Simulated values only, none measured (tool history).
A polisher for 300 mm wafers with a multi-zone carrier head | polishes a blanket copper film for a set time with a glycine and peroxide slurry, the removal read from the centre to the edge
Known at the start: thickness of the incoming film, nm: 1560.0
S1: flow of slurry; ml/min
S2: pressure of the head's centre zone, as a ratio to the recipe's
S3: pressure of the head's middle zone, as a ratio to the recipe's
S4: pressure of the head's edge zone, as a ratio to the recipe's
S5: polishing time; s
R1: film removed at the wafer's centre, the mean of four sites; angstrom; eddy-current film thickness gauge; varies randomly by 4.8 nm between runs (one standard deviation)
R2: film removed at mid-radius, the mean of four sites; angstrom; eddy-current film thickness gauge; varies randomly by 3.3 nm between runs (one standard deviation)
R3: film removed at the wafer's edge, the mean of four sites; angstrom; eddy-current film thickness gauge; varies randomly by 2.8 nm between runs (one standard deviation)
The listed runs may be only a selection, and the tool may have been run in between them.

run 1 hour=0 | S1=265 S2=1 S3=1 S4=1 S5=68 | R1=2599.2 R2=2563.8 R3=2639
run 2 hour=7.7 | S1=265 S2=1.06 S3=1 S4=1 S5=68 | R1=2761.1 R2=2574.7 R3=2648.6
run 3 hour=10.9 | S1=270 S2=1.08 S3=1.02 S4=1.01 S5=69 | R1=2845.7 R2=2639.2 R3=2661.9
run 4 hour=19.8 | S1=270 S2=1.09 S3=1.03 S4=1.02 S5=70 | R1=2850.5 R2=2655 R3=2725.4
run 5 hour=23 | S1=270 S2=1.09 S3=0.98 S4=1.02 S5=70 | R1=2873 R2=2614.8 R3=2727.6
run 6 hour=28.4 | S1=275 S2=1.09 S3=1 S4=1.02 S5=71 | R1=2974 R2=2699.6 R3=2797.7
run 7 hour=30.3 | S1=285 S2=1.09 S3=1.02 S4=1.02 S5=72 | R1=2976.2 R2=2769.3 R3=2794.8
run 8 hour=31.5 | S1=285 S2=1.09 S3=1.02 S4=1.02 S5=72 | R1=2976.2 R2=2746.8 R3=2786.9
run 9 hour=36 | S1=285 S2=1.09 S3=1.02 S4=1.02 S5=72 | R1=3137.4 R2=2790.7 R3=2837.8
run 10 hour=37.7 | S1=285 S2=1.09 S3=1.02 S4=1.02 S5=72 | R1=3026.8 R2=2775 R3=2822.5
run 11 hour=39.2 | S1=295 S2=1.09 S3=1.03 S4=1.02 S5=73 | R1=3096 R2=2843.4 R3=2882.1
run 12 hour=44.4 | S1=295 S2=1.09 S3=1.03 S4=1.02 S5=73 | R1=3114.7 R2=2817.3 R3=2869.1
run 13 hour=53.1 | S1=295 S2=1.09 S3=1.05 S4=1.02 S5=74 | R1=3174.1 R2=2938.2 R3=2908.3
run 14 hour=55.5 | S1=300 S2=1.09 S3=1.06 S4=1.02 S5=74 | R1=3116 R2=2959.6 R3=2940

For run 15, what comes out?
run 15 hour=61.1 | S1=305 S2=1.1 S3=1.07 S4=1.02 S5=74 | R1=? R2=? R3=?

{"run 15": {"R1": 3142.1, "R2": 2919.9, "R3": 2921.3}}
